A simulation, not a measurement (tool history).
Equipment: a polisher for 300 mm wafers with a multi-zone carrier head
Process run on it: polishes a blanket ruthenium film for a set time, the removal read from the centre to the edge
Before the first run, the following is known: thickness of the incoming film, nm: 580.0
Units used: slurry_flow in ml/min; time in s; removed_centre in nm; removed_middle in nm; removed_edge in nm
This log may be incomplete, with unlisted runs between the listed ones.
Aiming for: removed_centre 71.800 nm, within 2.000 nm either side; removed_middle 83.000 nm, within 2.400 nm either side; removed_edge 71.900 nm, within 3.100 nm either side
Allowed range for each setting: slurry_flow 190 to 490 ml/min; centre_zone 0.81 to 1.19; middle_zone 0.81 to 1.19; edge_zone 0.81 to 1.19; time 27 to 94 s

run	hour	slurry_flow	centre_zone	middle_zone	edge_zone	time	removed_centre	removed_middle	removed_edge
1	0.0	315	1.00	1.00	1.00	60	51.914	53.431	54.061
2	4.8	275	1.00	1.00	1.00	60	50.733	52.470	52.593
3	5.5	275	1.00	0.95	1.00	60	50.952	50.163	53.110
4	13.7	350	1.00	0.95	1.00	60	53.312	51.922	54.468
5	21.8	370	1.01	1.02	1.01	64	56.825	58.443	56.515
6	27.6	370	1.01	1.02	1.09	64	56.310	59.343	58.878
7	35.3	370	1.02	1.06	1.10	68	61.322	64.290	63.881
8	37.6	395	1.01	1.10	1.09	71	63.784	69.853	66.515
9	40.6	395	1.01	1.10	1.09	71	63.162	69.653	65.428
10	46.5	405	1.02	1.13	1.09	73	66.251	73.389	67.850
11	53.8	415	1.02	1.15	1.08	74	67.163	75.105	68.187

Consider the 4 candidate settings below. Which is the only one whose results all fall within their allowed miss of target?
A	61.1	490	0.98	1.19	0.93	82	?	?	?
B	61.1	370	1.09	1.00	1.14	74	?	?	?
C	61.1	405	0.98	1.19	1.09	78	?	?	?
D	61.1	480	1.02	1.19	1.06	78	?	?	?

move	removed_centre	removed_middle	removed_edge
A	72.673	87.117	72.797
B	71.292	66.326	69.565
C	68.142	81.772	72.361
D	71.871	82.732	72.311
A: takes the result that was furthest off past its target
B: lands further from the targets than the last run did
C: brings the result that was furthest off to its target, and leaves another outside
D: every result lands within tolerance
Move D is the one to make.
